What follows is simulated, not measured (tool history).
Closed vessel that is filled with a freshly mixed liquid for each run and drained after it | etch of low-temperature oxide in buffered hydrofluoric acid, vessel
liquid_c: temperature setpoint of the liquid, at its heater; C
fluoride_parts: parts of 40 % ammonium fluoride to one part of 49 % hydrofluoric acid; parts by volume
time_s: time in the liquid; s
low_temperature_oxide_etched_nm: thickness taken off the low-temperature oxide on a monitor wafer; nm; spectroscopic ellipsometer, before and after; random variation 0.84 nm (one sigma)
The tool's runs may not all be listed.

run,day,liquid_c,fluoride_parts,time_s,low_temperature_oxide_etched_nm
1,0.000,23.0,15.0,95,197.09
2,0.138,23.0,11.5,95,254.34
3,0.188,19.5,11.5,95,207.29
4,0.217,18.5,14.0,95,162.47
5,0.379,19.5,14.0,95,169.55
6,0.688,18.5,15.5,95,146.38
7,0.762,18.0,16.5,95,134.09

The next listed run, before its measurement:
8,1.104,17.5,17.5,95,?

{"run 8": {"low_temperature_oxide_etched_nm": 123.7}}

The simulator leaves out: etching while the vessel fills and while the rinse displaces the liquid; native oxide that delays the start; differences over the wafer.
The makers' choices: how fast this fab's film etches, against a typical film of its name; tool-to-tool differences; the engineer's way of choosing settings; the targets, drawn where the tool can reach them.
